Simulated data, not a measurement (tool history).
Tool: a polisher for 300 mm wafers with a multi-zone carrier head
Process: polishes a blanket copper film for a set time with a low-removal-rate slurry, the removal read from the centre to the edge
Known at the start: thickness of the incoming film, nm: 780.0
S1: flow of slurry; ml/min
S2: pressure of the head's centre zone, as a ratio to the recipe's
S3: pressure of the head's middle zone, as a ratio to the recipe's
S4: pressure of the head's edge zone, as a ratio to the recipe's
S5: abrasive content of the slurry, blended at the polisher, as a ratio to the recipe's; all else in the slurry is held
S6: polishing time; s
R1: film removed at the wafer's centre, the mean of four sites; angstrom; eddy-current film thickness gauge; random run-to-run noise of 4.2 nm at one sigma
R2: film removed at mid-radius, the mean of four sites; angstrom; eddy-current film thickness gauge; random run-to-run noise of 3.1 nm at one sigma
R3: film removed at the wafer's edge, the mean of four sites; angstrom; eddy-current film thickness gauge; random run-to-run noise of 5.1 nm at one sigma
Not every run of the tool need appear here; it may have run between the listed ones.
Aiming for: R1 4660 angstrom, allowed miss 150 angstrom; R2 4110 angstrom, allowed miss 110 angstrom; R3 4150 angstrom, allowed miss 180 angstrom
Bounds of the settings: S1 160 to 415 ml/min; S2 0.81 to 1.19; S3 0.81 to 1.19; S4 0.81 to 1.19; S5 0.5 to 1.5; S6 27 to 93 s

Run 1, hour 0: S1 265 ml/min, S2 1, S3 1, S4 1, S5 1, S6 59 s. Result: R1 3013.4 angstrom, R2 3023.5 angstrom, R3 3006.9 angstrom.
Run 2, hour 7.5: S1 265 ml/min, S2 1.04, S3 1, S4 1, S5 1, S6 59 s. Result: R1 3163.4 angstrom, R2 3045.6 angstrom, R3 2960.5 angstrom.
Run 3, hour 15.2: S1 265 ml/min, S2 1.1, S3 1, S4 1, S5 1, S6 59 s. Result: R1 3320.8 angstrom, R2 3052.1 angstrom, R3 2910.2 angstrom.
Run 4, hour 19.9: S1 280 ml/min, S2 1.12, S3 1, S4 1.05, S5 1.15, S6 62 s. Result: R1 3689.9 angstrom, R2 3264.1 angstrom, R3 3202.7 angstrom.
Run 5, hour 23.8: S1 280 ml/min, S2 1.12, S3 1, S4 1.1, S5 1.15, S6 62 s. Result: R1 3687 angstrom, R2 3234.1 angstrom, R3 3373 angstrom.
Run 6, hour 28.4: S1 280 ml/min, S2 1.05, S3 1, S4 1.1, S5 1.15, S6 62 s. Result: R1 3449.2 angstrom, R2 3225.6 angstrom, R3 3291.4 angstrom.
Run 7, hour 30.3: S1 275 ml/min, S2 1.07, S3 1.01, S4 1.12, S5 1.25, S6 65 s. Result: R1 3722.2 angstrom, R2 3438.6 angstrom, R3 3432.3 angstrom.
Run 8, hour 32.2: S1 300 ml/min, S2 1.09, S3 1.02, S4 1.14, S5 1.25, S6 67 s. Result: R1 3980 angstrom, R2 3617.9 angstrom, R3 3603.6 angstrom.
Run 9, hour 40: S1 310 ml/min, S2 1.13, S3 1.03, S4 1.19, S5 1.5, S6 72 s. Result: R1 4429.2 angstrom, R2 3997.3 angstrom, R3 4209.3 angstrom.

5 candidate next runs follow, results not yet known. Just one meets every target within its allowed miss. Identify it.
Run A, hour 47.8: S1 275 ml/min, S2 1.19, S3 1.02, S4 1, S5 1.2, S6 81 s. Result: R1 ?, R2 ?, R3 ?.
Run B, hour 47.8: S1 290 ml/min, S2 0.97, S3 0.94, S4 1.17, S5 1.45, S6 80 s. Result: R1 ?, R2 ?, R3 ?.
Run C, hour 47.8: S1 330 ml/min, S2 1.14, S3 1.09, S4 1.12, S5 1.45, S6 74 s. Result: R1 ?, R2 ?, R3 ?.
Run D, hour 47.8: S1 270 ml/min, S2 1.12, S3 1, S4 1.19, S5 1.5, S6 69 s. Result: R1 ?, R2 ?, R3 ?.
Run E, hour 47.8: S1 335 ml/min, S2 1.16, S3 1.05, S4 1.16, S5 1.4, S6 72 s. Result: R1 ?, R2 ?, R3 ?.

move      R1      R2      R3
   A  5091.8  4336.7    4125
   B    4235    4229  4558.1
   C    4671  4314.5  4152.9
   D  4214.1  3772.2  3964.8
   E    4605  4086.1  4097.1
A: carries the result that was furthest off beyond its target, to the other side
B: its largest miss is bigger than the last run's
C: meets the target for the result that was furthest off, but another lies outside its allowed miss
D: its largest miss is bigger than the last run's
E: every result within its allowed miss
Go with E: it meets all targets.
